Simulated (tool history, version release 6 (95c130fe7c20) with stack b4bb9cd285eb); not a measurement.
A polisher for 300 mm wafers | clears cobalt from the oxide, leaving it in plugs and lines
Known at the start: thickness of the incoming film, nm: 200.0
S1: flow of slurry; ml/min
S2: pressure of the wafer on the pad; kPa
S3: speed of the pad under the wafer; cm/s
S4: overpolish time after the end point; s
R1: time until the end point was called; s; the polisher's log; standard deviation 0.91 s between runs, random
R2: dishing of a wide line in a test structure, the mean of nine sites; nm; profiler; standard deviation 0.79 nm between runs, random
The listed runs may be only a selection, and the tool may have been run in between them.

| run | day | S1 | S2 | S3 | S4 | R1 | R2 |
|---|---|---|---|---|---|---|---|
| 1 | 0.000 | 235 | 12.4 | 86 | 21 | 57.959 | 37.961 |
| 2 | 0.321 | 235 | 11.0 | 86 | 21 | 66.359 | 36.082 |
| 3 | 0.571 | 195 | 11.0 | 86 | 21 | 67.869 | 37.059 |
| 4 | 0.642 | 195 | 11.0 | 86 | 12 | 66.835 | 25.384 |
| 5 | 0.833 | 195 | 11.0 | 86 | 14 | 67.010 | 28.364 |
| 6 | 0.954 | 195 | 11.0 | 86 | 15 | 66.299 | 30.659 |

Run 7 is up next; what results do you expect?
| 7 | 0.979 | 195 | 11.0 | 86 | 16 | ? | ? |

R1: 66.252 s
R2: 30.917 nm
